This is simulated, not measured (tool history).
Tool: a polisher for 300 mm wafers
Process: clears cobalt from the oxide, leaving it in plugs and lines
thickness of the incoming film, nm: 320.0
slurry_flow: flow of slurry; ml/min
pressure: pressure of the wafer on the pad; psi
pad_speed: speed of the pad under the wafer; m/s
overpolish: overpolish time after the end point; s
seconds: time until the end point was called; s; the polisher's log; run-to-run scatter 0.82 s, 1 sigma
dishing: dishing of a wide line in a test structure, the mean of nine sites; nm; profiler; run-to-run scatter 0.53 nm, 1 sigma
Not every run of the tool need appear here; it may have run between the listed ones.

| run | day | slurry_flow | pressure | pad_speed | overpolish | seconds | dishing |
|---|---|---|---|---|---|---|---|
| 1 | 0.000 | 290 | 1.6 | 1.26 | 13 | 56.186 | 49.827 |
| 2 | 0.204 | 260 | 1.6 | 1.26 | 13 | 55.962 | 51.031 |
| 3 | 0.371 | 310 | 1.6 | 1.26 | 13 | 55.396 | 51.010 |
| 4 | 0.458 | 310 | 1.6 | 1.26 | 10 | 55.426 | 42.095 |
| 5 | 0.617 | 280 | 1.6 | 1.26 | 10 | 55.349 | 40.596 |
| 6 | 0.833 | 245 | 1.7 | 1.26 | 8 | 54.120 | 35.186 |
| 7 | 1.192 | 225 | 1.9 | 1.16 | 7 | 52.672 | 33.105 |

Run 8 is up next; what results do you expect?
| 8 | 1.338 | 210 | 2.1 | 1.06 | 6 | ? | ? |

{"run 8": {"seconds": 52.786, "dishing": 31.375}}

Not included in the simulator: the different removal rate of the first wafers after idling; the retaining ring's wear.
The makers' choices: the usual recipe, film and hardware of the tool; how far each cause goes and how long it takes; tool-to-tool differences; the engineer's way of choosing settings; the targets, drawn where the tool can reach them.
